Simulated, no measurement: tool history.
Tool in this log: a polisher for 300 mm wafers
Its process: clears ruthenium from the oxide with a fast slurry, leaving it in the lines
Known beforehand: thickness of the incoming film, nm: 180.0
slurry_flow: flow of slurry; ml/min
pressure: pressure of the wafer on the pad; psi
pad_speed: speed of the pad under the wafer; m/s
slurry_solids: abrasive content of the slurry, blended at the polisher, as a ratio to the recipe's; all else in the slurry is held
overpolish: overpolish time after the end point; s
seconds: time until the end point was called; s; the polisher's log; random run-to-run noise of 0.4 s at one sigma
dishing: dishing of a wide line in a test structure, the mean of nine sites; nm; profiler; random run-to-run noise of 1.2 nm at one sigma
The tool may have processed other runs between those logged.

run	day	slurry_flow	pressure	pad_speed	slurry_solids	overpolish	seconds	dishing
1	0.000	220	3.3	1.28	1.00	24	33.174	96.160
2	0.329	240	3.3	1.28	1.00	24	33.787	94.575
3	0.588	240	3.0	1.28	1.00	24	37.676	85.133
4	0.788	240	2.5	1.28	1.00	24	43.151	74.155
5	0.833	205	2.5	1.28	1.00	24	43.513	75.448
6	1.046	230	2.4	1.42	1.10	21	39.917	75.747
7	1.067	250	2.7	1.46	1.00	18	36.677	74.884

Run 8 comes next. What will it give?
8	1.142	190	3.0	1.66	1.25	7	?	?

seconds: 27.237 s
dishing: 41.421 nm
